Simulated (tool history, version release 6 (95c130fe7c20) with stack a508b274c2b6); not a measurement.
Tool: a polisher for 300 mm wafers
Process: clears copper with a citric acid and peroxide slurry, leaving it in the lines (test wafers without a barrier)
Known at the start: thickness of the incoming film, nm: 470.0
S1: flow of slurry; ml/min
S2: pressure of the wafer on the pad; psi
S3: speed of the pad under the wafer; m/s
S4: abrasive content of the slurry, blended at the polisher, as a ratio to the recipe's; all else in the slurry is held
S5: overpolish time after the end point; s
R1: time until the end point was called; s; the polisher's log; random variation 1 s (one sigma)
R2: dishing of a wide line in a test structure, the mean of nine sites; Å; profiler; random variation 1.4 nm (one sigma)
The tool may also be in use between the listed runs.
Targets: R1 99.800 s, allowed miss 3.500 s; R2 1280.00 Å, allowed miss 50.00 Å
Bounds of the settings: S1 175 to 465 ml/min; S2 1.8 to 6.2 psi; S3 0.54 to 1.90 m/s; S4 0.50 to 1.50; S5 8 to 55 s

run,hour,S1,S2,S3,S4,S5,R1,R2
1,0.0,295,4.0,1.22,1.00,28,108.990,803.45
2,6.4,295,4.0,1.22,1.00,29,108.010,826.68
3,13.9,295,4.0,1.22,1.00,20,109.390,601.16
4,19.7,295,4.0,1.22,1.00,22,109.080,646.29
5,22.2,295,4.0,1.02,1.00,22,129.720,582.66
6,27.0,295,4.1,1.02,1.00,24,128.010,632.40
7,30.0,295,4.2,1.02,1.00,25,124.260,665.54
8,38.4,295,4.2,1.02,1.00,25,125.700,657.32
9,40.7,285,5.3,1.00,1.00,39,103.990,1055.00

Which of these 4 next moves meets every target?
A,43.0,315,5.1,1.08,1.05,47,?,?
B,43.0,260,5.5,0.92,1.20,31,?,?
C,43.0,240,5.8,1.02,0.85,32,?,?
D,43.0,315,4.7,1.16,1.00,25,?,?

move,R1,R2
A,98.759,1271.70
B,106.710,906.53
C,99.809,978.87
D,99.879,800.63
A: meets every target
B: further off than the last run
C: further off than the last run
D: further off than the last run
Move A is the one to make.

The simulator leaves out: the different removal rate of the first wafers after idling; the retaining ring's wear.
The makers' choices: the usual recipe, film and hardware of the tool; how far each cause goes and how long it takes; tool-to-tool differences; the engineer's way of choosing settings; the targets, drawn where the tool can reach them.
